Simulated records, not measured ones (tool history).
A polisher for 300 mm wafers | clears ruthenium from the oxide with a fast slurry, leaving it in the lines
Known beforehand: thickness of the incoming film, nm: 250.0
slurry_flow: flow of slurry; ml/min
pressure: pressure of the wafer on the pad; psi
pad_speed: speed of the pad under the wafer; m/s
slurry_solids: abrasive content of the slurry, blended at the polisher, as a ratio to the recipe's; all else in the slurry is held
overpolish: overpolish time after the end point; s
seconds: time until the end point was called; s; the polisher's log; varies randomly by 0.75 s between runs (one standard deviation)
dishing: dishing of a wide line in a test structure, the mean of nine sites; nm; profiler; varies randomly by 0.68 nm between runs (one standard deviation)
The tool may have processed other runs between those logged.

| run | hour | slurry_flow | pressure | pad_speed | slurry_solids | overpolish | seconds | dishing |
|---|---|---|---|---|---|---|---|---|
| 1 | 0 | 265 | 3.4 | 1.16 | 1 | 29 | 39.372 | 88.153 |
| 2 | 6.5 | 265 | 3.3 | 1.16 | 1 | 26 | 40.59 | 79.693 |
| 3 | 12.9 | 265 | 3.3 | 1.16 | 0.85 | 26 | 43.465 | 77.849 |
| 4 | 21.1 | 265 | 3.3 | 1.16 | 0.85 | 25 | 41.87 | 76.757 |
| 5 | 24.5 | 215 | 3.3 | 1.16 | 0.85 | 25 | 44.67 | 76.067 |
| 6 | 26.8 | 220 | 3.3 | 1.16 | 0.85 | 24 | 44.08 | 72.077 |
| 7 | 32.5 | 215 | 3.3 | 1.16 | 0.85 | 23 | 43.889 | 71.354 |

For run 8, what comes out?
| 8 | 34.9 | 210 | 3.3 | 1.16 | 0.85 | 22 | ? | ? |

seconds: 44.385 s
dishing: 69.691 nm

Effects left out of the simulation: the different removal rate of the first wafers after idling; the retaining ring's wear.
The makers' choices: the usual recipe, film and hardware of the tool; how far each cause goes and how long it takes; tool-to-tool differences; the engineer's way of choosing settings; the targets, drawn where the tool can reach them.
